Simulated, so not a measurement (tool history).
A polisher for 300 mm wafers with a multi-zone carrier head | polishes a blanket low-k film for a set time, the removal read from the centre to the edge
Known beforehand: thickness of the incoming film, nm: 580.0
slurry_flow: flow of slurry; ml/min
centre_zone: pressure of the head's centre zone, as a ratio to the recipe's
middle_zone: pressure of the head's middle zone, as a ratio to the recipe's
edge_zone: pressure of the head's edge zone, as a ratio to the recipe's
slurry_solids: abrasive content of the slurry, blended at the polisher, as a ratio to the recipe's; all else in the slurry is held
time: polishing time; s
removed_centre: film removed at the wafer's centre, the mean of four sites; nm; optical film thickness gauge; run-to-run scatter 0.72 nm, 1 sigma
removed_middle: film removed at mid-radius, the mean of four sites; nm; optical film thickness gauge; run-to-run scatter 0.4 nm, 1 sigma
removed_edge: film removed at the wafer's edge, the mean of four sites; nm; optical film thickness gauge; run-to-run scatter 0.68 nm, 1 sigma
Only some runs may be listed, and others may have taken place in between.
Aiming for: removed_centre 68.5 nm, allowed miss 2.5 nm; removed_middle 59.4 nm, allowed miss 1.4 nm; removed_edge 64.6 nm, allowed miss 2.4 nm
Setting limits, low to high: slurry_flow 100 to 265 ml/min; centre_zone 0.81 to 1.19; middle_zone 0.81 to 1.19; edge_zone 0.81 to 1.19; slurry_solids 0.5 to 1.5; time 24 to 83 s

run  hour  slurry_flow  centre_zone  middle_zone  edge_zone  slurry_solids  time  removed_centre  removed_middle  removed_edge
  1     0          170            1            1          1              1    53          38.826          37.788        37.583
  2   7.5          180         1.03            1       1.05           1.15    56          44.037          43.206        43.063
  3  12.1          180         1.03         0.95       1.05           1.15    56          44.538          41.768         44.02
  4  17.4          180         1.03         0.95       1.01           1.15    56          44.437          41.617        42.652
  5  24.4          180         1.03         0.87       1.01           1.15    56          44.822          39.205        42.313
  6  27.8          195         1.03         0.87       1.01           1.15    56          45.126           39.54        43.329
  7  32.7          210         1.07          0.9       1.05           1.25    58          49.662          43.687        46.603
  8  33.7          205         1.08          0.9       1.07           1.35    62          55.127          47.119        52.798
  9  36.7          205          1.1         0.93       1.08            1.4    64          58.308          51.032        54.877
 10  42.1          245         1.12         0.93       1.16            1.5    69          67.587          57.991         64.63

Below are 5 possible settings for the next run. Only one of them brings all results inside the allowed miss of their targets. Which is it?
  A  47.5          230         1.12         0.83       1.19            1.5    73               ?               ?             ?
  B  47.5          265          1.1         0.93       1.09           1.15    78               ?               ?             ?
  C  47.5          215         1.19         0.88       1.14            1.5    70               ?               ?             ?
  D  47.5          245         1.08         0.82       1.03           1.25    80               ?               ?             ?
  E  47.5          250         1.19          0.9       1.16            1.5    68               ?               ?             ?

move  removed_centre  removed_middle  removed_edge
   A          70.654          55.843        69.539
   B          68.063          59.211        64.545
   C          70.725           55.47        64.839
   D          70.556           56.95        66.356
   E          69.878          55.611        64.257
A: misses by more than the last run did
B: all results in spec
C: misses by more than the last run did
D: misses by more than the last run did
E: misses by more than the last run did
So the answer is move B, the one that meets all the targets.

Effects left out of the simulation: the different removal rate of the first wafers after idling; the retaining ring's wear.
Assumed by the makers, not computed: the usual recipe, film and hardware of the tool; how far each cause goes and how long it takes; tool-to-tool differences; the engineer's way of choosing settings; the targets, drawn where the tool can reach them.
